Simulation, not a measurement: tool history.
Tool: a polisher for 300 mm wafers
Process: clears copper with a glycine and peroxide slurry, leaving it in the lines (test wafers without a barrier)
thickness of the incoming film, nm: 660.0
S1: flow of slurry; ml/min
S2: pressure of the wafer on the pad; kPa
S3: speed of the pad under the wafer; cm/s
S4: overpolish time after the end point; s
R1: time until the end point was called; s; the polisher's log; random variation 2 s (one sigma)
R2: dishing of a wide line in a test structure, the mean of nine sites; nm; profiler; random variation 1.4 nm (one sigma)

run 1 hour=0.0 | S1=280 S2=22.8 S3=106 S4=30 | R1=112.570 R2=81.664
run 2 hour=3.7 | S1=320 S2=22.8 S3=106 S4=30 | R1=109.910 R2=82.556
run 3 hour=10.7 | S1=320 S2=22.8 S3=120 S4=30 | R1=99.355 R2=84.255
run 4 hour=17.8 | S1=320 S2=26.9 S3=120 S4=30 | R1=87.445 R2=90.499
run 5 hour=20.8 | S1=320 S2=23.4 S3=118 S4=32 | R1=96.088 R2=85.012
run 6 hour=23.5 | S1=320 S2=23.4 S3=118 S4=41 | R1=99.723 R2=95.145
run 7 hour=26.1 | S1=320 S2=20.7 S3=116 S4=42 | R1=110.410 R2=90.333
run 8 hour=31.2 | S1=320 S2=18.6 S3=114 S4=43 | R1=115.190 R2=89.304

Forecast run 9:
run 9 hour=32.7 | S1=320 S2=16.5 S3=112 S4=44 | R1=? R2=?

Run 9 gave R1 125.810 s, R2 87.433 nm.
